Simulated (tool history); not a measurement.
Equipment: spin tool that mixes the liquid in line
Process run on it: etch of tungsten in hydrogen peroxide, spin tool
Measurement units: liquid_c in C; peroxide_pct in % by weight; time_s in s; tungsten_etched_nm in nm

Run 1, day 0: liquid_c 49 C, peroxide_pct 17.5 % by weight, time_s 55 s. Result: tungsten_etched_nm 87.729 nm.
Run 2, day 0.346: liquid_c 55.5 C, peroxide_pct 17.5 % by weight, time_s 55 s. Result: tungsten_etched_nm 129.13 nm.
Run 3, day 0.508: liquid_c 60.5 C, peroxide_pct 17.5 % by weight, time_s 55 s. Result: tungsten_etched_nm 176.52 nm.
Run 4, day 0.667: liquid_c 54.5 C, peroxide_pct 17.5 % by weight, time_s 55 s. Result: tungsten_etched_nm 123.35 nm.
Run 5, day 0.708: liquid_c 54.5 C, peroxide_pct 17.5 % by weight, time_s 55 s. Result: tungsten_etched_nm 122.76 nm.
Run 6, day 0.962: liquid_c 54.5 C, peroxide_pct 15 % by weight, time_s 55 s. Result: tungsten_etched_nm 113.41 nm.

Run 7, settings as shown, results not yet in. Your forecast:
Run 7, day 1.15: liquid_c 57 C, peroxide_pct 15 % by weight, time_s 55 s. Result: tungsten_etched_nm ?.

Run 7 yielded tungsten_etched_nm 132.69 nm.

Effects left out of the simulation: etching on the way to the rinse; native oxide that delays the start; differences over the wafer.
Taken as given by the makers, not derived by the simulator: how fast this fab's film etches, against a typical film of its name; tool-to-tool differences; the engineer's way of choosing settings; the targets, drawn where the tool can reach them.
